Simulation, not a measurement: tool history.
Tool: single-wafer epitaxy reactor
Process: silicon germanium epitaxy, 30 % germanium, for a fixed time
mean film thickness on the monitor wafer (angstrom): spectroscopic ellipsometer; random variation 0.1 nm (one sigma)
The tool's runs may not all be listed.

run	day	wafer temperature setpoint (pyrometer-controlled) (deg C)	chamber pressure (Pa)	mean film thickness on the monitor wafer (angstrom)
1	0.000	600	2226	597.87
2	0.054	594	2226	526.59
3	0.192	591	2226	494.83
4	0.525	589	2226	471.61
5	0.708	588	2226	460.54
6	0.858	596	2226	546.36
7	1.088	593	2213	513.91
8	1.312	590	2213	481.55

Run 9 comes next. What will it give?
9	1.550	588	2213	?

mean film thickness on the monitor wafer (angstrom): 458.85
